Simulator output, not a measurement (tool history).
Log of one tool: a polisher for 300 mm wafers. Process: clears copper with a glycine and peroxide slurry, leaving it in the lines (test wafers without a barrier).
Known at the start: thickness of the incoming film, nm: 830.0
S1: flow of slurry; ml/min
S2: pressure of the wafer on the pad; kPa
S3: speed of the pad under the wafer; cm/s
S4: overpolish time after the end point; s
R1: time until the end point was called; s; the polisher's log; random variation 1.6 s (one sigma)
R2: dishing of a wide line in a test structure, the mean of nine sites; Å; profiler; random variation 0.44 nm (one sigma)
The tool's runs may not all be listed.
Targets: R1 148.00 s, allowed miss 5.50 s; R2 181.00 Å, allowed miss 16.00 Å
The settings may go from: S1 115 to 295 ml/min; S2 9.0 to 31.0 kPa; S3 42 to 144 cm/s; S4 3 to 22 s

run	hour	S1	S2	S3	S4	R1	R2
1	0.0	190	20.0	92	11	156.18	327.56
2	6.0	190	20.0	92	15	156.96	406.20
3	14.2	190	20.0	78	15	178.85	380.78
4	22.4	210	20.0	78	15	172.03	369.18
5	31.1	210	20.0	94	15	150.13	415.98
6	36.4	210	20.0	94	11	148.03	332.96
7	40.3	225	19.3	94	10	155.68	309.88
8	42.0	235	20.0	92	9	151.50	280.97
9	45.8	245	20.0	92	8	151.34	270.98
10	47.8	195	22.1	94	3	143.57	114.35
11	49.6	205	21.4	94	3	145.86	118.21
12	53.5	205	21.4	94	3	149.35	114.72
13	61.7	215	21.4	94	3	142.49	113.10
14	63.6	220	20.7	96	3	144.73	113.21
15	70.2	225	20.7	96	3	143.23	117.51
16	70.7	230	20.7	96	3	147.53	121.52
17	77.7	235	20.7	96	3	144.49	117.46
18	79.3	235	20.7	96	4	141.18	157.75
19	84.1	230	19.3	96	6	149.98	218.12
20	85.3	225	19.3	96	6	152.36	212.27
21	88.6	225	19.3	96	6	148.76	202.71
22	91.9	215	20.0	96	6	150.17	209.48
23	100.9	220	20.7	94	6	146.47	219.10
24	104.1	215	20.7	94	6	146.64	218.29

Which of these 4 next moves meets every target?
A	107.3	200	19.3	100	5	?	?
B	107.3	205	21.4	92	7	?	?
C	107.3	230	20.7	94	7	?	?
D	107.3	205	24.1	84	4	?	?

move	R1	R2
A	149.56	188.95
B	151.03	248.50
C	149.02	251.06
D	151.94	153.82
A: meets every target
B: further off than the last run
C: further off than the last run
D: takes the result that was furthest off past its target
The right move is A.
